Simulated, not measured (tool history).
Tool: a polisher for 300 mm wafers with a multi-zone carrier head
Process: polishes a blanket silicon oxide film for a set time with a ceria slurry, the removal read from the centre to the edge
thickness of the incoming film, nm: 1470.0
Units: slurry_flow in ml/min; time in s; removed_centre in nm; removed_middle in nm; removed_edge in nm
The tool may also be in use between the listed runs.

run	day	slurry_flow	centre_zone	middle_zone	edge_zone	time	removed_centre	removed_middle	removed_edge
1	0.000	180	1.00	1.00	1.00	39	222.58	223.25	220.18
2	0.200	175	0.99	1.01	1.00	39	220.46	229.69	220.93
3	0.446	170	0.98	1.01	1.00	39	215.23	230.33	221.23
4	0.542	170	0.98	1.01	1.00	45	252.54	261.97	253.09
5	0.700	170	0.98	0.98	1.00	45	246.76	244.61	255.74
6	0.879	205	0.98	0.98	1.00	45	256.28	255.50	260.62
7	0.979	200	0.96	0.98	0.98	45	247.06	255.96	257.55
8	1.217	195	0.95	0.98	0.96	45	247.40	257.14	254.05
9	1.504	190	0.94	0.98	0.95	45	241.48	254.57	251.38

Run 10 comes next. What will it give?
10	1.562	140	0.84	0.99	0.85	42	?	?	?

Run 10 gave removed_centre 199.45 nm, removed_middle 236.69 nm, removed_edge 216.54 nm.

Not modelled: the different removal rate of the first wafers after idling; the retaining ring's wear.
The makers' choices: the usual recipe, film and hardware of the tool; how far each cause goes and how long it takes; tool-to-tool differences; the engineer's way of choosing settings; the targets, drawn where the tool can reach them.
